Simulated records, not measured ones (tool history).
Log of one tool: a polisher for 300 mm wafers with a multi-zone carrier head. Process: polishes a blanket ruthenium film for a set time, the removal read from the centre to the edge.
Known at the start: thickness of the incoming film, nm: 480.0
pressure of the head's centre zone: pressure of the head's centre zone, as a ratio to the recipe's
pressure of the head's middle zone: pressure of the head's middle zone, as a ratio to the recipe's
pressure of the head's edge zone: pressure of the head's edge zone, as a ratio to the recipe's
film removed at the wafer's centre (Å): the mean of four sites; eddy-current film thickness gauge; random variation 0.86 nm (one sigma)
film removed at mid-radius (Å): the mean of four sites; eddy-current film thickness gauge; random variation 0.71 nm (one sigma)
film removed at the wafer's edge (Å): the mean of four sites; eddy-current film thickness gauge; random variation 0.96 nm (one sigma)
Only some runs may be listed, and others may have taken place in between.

run	day	flow of slurry (ml/min)	pressure of the head's centre zone	pressure of the head's middle zone	pressure of the head's edge zone	polishing time (s)	film removed at the wafer's centre (Å)	film removed at mid-radius (Å)	film removed at the wafer's edge (Å)
1	0	120	1	1	1	56	689.6	664.78	627.01
2	0.129	120	0.96	1	1	56	672.12	672.68	628.14
3	0.408	120	0.96	0.93	1	56	672.28	642.64	641.45
4	0.467	120	0.96	0.93	1	65	770.01	734.89	737.92
5	0.654	125	0.98	0.92	1.02	66	789.52	757.09	744.32
6	0.888	125	0.9	0.92	1.02	66	750.08	752.86	762.2
7	1.062	120	0.94	0.9	1.04	68	788.5	761.7	787.2

For run 8, what comes out?
8	1.125	115	0.97	0.89	1.06	70	?	?	?

{"run 8": {"film removed at the wafer's centre (Å)": 830.65, "film removed at mid-radius (Å)": 768.36, "film removed at the wafer's edge (Å)": 808.83}}
